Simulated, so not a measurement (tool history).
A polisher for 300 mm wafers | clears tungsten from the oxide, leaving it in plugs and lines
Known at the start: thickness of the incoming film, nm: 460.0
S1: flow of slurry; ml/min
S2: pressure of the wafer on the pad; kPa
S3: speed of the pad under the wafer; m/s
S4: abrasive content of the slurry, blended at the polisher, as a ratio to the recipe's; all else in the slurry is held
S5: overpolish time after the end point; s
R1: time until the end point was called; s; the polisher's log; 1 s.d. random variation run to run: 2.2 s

run	day	S1	S2	S3	S4	S5	R1
1	0	175	33.1	0.88	1	44	99.426
2	0.346	175	33.1	0.88	1	47	100.45
3	0.546	135	33.1	0.88	1	47	105.63
4	0.783	135	33.1	1.02	1	47	91.429
5	0.871	135	29	1	1	47	105.87
6	1.125	135	25.5	1	1	47	117.12

For run 7, what comes out?
7	1.317	135	15.9	0.94	1	47	?

For run 7 the tool returned R1 195.88 s.

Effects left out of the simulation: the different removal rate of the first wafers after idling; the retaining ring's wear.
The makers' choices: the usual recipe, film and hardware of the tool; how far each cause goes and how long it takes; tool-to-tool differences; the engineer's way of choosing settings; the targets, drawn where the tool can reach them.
